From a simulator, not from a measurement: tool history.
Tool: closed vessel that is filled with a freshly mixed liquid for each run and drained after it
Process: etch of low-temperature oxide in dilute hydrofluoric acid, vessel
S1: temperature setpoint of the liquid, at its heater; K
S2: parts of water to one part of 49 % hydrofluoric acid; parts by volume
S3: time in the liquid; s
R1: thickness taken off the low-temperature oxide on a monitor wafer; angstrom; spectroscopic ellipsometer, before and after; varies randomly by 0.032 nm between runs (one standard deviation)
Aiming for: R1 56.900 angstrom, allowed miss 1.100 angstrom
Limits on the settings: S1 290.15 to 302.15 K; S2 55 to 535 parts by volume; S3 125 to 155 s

run	hour	S1	S2	S3	R1
1	0.0	294.15	295	155	103.180
2	1.4	293.65	315	155	93.869
3	6.2	293.15	330	155	85.789
4	7.9	291.65	330	155	81.766
5	13.7	291.65	340	155	78.976
6	20.4	291.65	350	155	76.624
7	28.4	291.65	360	155	73.920
8	30.7	291.65	370	155	70.482
9	35.3	291.65	375	155	69.395
10	39.2	291.65	380	155	68.629
11	47.0	291.65	385	155	67.003
12	52.1	291.65	385	155	67.281
13	56.9	291.65	390	155	65.645
14	63.5	291.65	395	155	64.480
15	70.8	291.65	400	155	63.364
16	78.2	291.65	405	155	62.822
17	84.6	290.65	410	155	59.093

Pick the move, out of 5, that brings all results within their allowed miss; only one does.
A	91.0	290.15	395	140	?
B	91.0	290.15	435	155	?
C	91.0	292.65	435	150	?
D	91.0	291.15	425	145	?
E	91.0	290.15	370	125	?

move	R1
A	55.049
B	53.668
C	56.678
D	53.649
E	53.512
A: the result that was furthest off in the last run now lies on the other side of its target
B: the result that was furthest off in the last run now lies on the other side of its target
C: every result lands within tolerance
D: the result that was furthest off in the last run now lies on the other side of its target
E: the result that was furthest off in the last run now lies on the other side of its target
Move C is the one to make.
